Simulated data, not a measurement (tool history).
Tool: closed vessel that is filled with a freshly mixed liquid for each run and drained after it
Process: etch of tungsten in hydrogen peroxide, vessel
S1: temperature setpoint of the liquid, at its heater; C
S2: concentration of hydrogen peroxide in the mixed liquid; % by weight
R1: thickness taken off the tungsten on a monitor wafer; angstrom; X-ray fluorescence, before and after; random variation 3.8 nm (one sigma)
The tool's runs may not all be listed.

run 1 day=0 | S1=57 S2=20.5 time_in_the_liquid_(s)=100 | R1=3388.7
run 2 day=0.05 | S1=57 S2=18 time_in_the_liquid_(s)=100 | R1=3172
run 3 day=0.362 | S1=58 S2=18 time_in_the_liquid_(s)=100 | R1=3314.5
run 4 day=0.475 | S1=59 S2=18 time_in_the_liquid_(s)=100 | R1=3637.8
run 5 day=0.638 | S1=59.5 S2=18 time_in_the_liquid_(s)=100 | R1=3680.6
run 6 day=0.838 | S1=60 S2=18 time_in_the_liquid_(s)=100 | R1=3784.1

Forecast run 7:
run 7 day=1.15 | S1=60.5 S2=18 time_in_the_liquid_(s)=100 | R1=?

R1: 3914.2 angstrom
